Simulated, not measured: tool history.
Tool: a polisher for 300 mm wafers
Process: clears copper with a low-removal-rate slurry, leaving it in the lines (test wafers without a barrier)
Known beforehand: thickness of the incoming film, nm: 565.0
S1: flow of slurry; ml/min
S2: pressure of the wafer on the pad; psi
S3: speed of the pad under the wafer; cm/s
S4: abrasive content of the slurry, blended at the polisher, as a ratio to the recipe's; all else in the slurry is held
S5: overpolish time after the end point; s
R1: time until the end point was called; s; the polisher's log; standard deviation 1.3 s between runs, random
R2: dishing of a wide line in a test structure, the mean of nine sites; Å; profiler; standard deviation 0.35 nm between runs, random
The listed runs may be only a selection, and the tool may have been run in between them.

run	hour	S1	S2	S3	S4	S5	R1	R2
1	0	290	3.4	126	1	17	105.44	474.42
2	4.9	290	3.1	130	1	15	115.14	428.55
3	11.5	310	3.2	118	1.1	13	116.37	364.1
4	19.3	335	3.2	108	1.15	12	124.84	327.27
5	20	355	3.2	102	1.2	11	133.37	320.36
6	25.4	355	3.2	80	1.2	11	167.28	262.12
7	27.8	325	3.3	78	1.25	10	162.93	239.04
8	30.5	300	3.5	76	1.3	9	157.45	214.56
9	35.5	280	3.6	76	1.35	8	150.65	209.31
10	40	260	3.7	74	1.4	7	151.46	181.63

Run 11 is up next; what results do you expect?
11	45.9	245	3.8	74	1.4	7	?	?

Run 11 yielded R1 150.47 s, R2 187.1 Å.

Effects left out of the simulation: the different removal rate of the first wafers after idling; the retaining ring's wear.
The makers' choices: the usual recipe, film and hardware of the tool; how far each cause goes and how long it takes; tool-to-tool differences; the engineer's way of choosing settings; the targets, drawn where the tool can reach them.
